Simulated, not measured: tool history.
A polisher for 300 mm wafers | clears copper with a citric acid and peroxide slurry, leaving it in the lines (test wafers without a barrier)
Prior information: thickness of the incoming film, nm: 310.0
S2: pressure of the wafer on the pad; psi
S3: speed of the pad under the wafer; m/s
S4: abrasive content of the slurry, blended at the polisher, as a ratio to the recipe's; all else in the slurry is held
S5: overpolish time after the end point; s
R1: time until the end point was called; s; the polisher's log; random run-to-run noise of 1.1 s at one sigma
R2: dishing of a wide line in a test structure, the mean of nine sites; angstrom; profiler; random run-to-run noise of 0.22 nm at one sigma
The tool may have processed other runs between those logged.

run 1 hour=0.0 | flow_of_slurry_(ml/min)=165 S2=4.1 S3=1.36 S4=1.00 S5=9 | R1=79.206 R2=260.92
run 2 hour=8.0 | flow_of_slurry_(ml/min)=165 S2=4.1 S3=1.42 S4=1.00 S5=7 | R1=74.818 R2=222.98
run 3 hour=9.2 | flow_of_slurry_(ml/min)=165 S2=4.9 S3=1.42 S4=1.00 S5=7 | R1=61.344 R2=266.44
run 4 hour=11.0 | flow_of_slurry_(ml/min)=135 S2=4.9 S3=1.42 S4=1.00 S5=7 | R1=63.091 R2=259.09
run 5 hour=14.0 | flow_of_slurry_(ml/min)=135 S2=4.9 S3=1.42 S4=0.90 S5=7 | R1=68.374 R2=251.52
run 6 hour=22.4 | flow_of_slurry_(ml/min)=135 S2=4.2 S3=1.42 S4=0.90 S5=7 | R1=79.302 R2=215.61
run 7 hour=31.0 | flow_of_slurry_(ml/min)=135 S2=4.2 S3=1.42 S4=0.90 S5=7 | R1=77.284 R2=210.12
run 8 hour=33.2 | flow_of_slurry_(ml/min)=125 S2=3.6 S3=1.62 S4=1.05 S5=6 | R1=78.610 R2=189.52
run 9 hour=34.1 | flow_of_slurry_(ml/min)=120 S2=3.5 S3=1.70 S4=1.20 S5=5 | R1=75.037 R2=166.36
run 10 hour=38.2 | flow_of_slurry_(ml/min)=115 S2=3.6 S3=1.76 S4=1.30 S5=4 | R1=72.326 R2=146.06
run 11 hour=39.7 | flow_of_slurry_(ml/min)=110 S2=3.8 S3=1.76 S4=1.35 S5=4 | R1=65.566 R2=146.19
run 12 hour=44.2 | flow_of_slurry_(ml/min)=110 S2=4.0 S3=1.74 S4=1.40 S5=4 | R1=64.445 R2=155.66
run 13 hour=44.8 | flow_of_slurry_(ml/min)=110 S2=4.0 S3=1.74 S4=1.40 S5=4 | R1=62.514 R2=158.87

For run 14, what comes out?
run 14 hour=45.9 | flow_of_slurry_(ml/min)=105 S2=3.9 S3=1.80 S4=1.45 S5=4 | R1=? R2=?

{"run 14": {"R1": 61.833, "R2": 160.35}}

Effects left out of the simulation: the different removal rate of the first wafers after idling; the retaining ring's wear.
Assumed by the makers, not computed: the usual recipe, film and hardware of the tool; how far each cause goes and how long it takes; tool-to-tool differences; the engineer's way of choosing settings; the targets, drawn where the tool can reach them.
